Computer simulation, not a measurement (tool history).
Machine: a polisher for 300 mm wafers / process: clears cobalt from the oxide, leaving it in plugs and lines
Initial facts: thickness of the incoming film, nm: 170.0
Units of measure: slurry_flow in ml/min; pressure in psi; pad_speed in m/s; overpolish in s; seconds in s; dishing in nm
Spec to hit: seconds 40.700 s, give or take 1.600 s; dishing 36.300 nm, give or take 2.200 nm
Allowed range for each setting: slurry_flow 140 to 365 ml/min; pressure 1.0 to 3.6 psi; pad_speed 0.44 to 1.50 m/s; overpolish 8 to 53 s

run  hour  slurry_flow  pressure  pad_speed  overpolish  seconds  dishing
  1   0.0          235       2.3       0.96          27   25.155   48.892
  2   6.8          185       2.3       0.96          27   26.525   48.748
  3  13.1          185       2.3       0.96          18   26.165   44.819
  4  14.3          175       2.1       0.96          16   27.523   41.938
  5  17.1          175       2.1       0.74          16   36.082   37.656
  6  18.8          175       2.1       0.74           8   36.258   25.154
  7  27.1          175       1.8       0.74          19   40.437   39.529
  8  29.5          180       1.8       0.74          19   39.588   39.544

Of the 4 settings listed for the next run, only one would bring every result within its allowed miss of target. Which one?
  A  31.9          160       1.4       0.78          13        ?        ?
  B  31.9          205       1.7       0.72          13        ?        ?
  C  31.9          150       1.9       0.72          16        ?        ?
  D  31.9          195       2.0       0.72          22        ?        ?

move  seconds  dishing
   A   44.119   30.460
   B   40.965   31.846
   C   40.707   35.829
   D   37.548   42.645
A: moves the result that the last run missed by most past its target, out the other side
B: moves the result that the last run missed by most past its target, out the other side
C: every result lands within tolerance
D: lands further from the targets than the last run did
Go with C: it meets all targets.
